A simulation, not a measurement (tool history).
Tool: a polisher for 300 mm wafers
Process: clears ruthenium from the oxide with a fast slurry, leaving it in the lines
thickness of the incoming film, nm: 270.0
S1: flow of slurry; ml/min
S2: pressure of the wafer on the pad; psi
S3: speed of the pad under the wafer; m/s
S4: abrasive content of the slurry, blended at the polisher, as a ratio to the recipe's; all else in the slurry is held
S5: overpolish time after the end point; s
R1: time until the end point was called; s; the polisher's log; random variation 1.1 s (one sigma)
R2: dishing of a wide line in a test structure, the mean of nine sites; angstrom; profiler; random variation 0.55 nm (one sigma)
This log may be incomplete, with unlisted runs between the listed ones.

{"run": 1, "hour": 0.0, "S1": 215, "S2": 3.3, "S3": 0.92, "S4": 1.0, "S5": 25, "R1": 64.73, "R2": 817.55}
{"run": 2, "hour": 2.4, "S1": 215, "S2": 2.6, "S3": 0.92, "S4": 1.0, "S5": 25, "R1": 81.502, "R2": 641.9}
{"run": 3, "hour": 11.2, "S1": 215, "S2": 2.6, "S3": 1.12, "S4": 1.0, "S5": 25, "R1": 68.137, "R2": 738.16}
{"run": 4, "hour": 17.4, "S1": 220, "S2": 2.3, "S3": 1.2, "S4": 1.05, "S5": 21, "R1": 72.626, "R2": 621.64}
{"run": 5, "hour": 24.5, "S1": 220, "S2": 2.3, "S3": 1.2, "S4": 0.85, "S5": 21, "R1": 78.894, "R2": 580.66}
{"run": 6, "hour": 27.3, "S1": 220, "S2": 3.0, "S3": 1.2, "S4": 0.85, "S5": 21, "R1": 61.224, "R2": 712.21}
{"run": 7, "hour": 33.9, "S1": 195, "S2": 2.9, "S3": 1.26, "S4": 0.75, "S5": 18, "R1": 65.443, "R2": 594.99}
{"run": 8, "hour": 40.7, "S1": 180, "S2": 2.9, "S3": 1.3, "S4": 0.7, "S5": 15, "R1": 66.329, "R2": 502.05}
{"run": 9, "hour": 44.0, "S1": 165, "S2": 3.0, "S3": 1.34, "S4": 0.65, "S5": 13, "R1": 65.679, "R2": 443.41}
{"run": 10, "hour": 44.9, "S1": 155, "S2": 3.1, "S3": 1.36, "S4": 0.6, "S5": 12, "R1": 66.375, "R2": 414.69}

Expected results for the next run?
{"run": 11, "hour": 53.6, "S1": 155, "S2": 3.1, "S3": 1.36, "S4": 0.6, "S5": 12, "R1": "?", "R2": "?"}

{"run 11": {"R1": 66.614, "R2": 406.31}}

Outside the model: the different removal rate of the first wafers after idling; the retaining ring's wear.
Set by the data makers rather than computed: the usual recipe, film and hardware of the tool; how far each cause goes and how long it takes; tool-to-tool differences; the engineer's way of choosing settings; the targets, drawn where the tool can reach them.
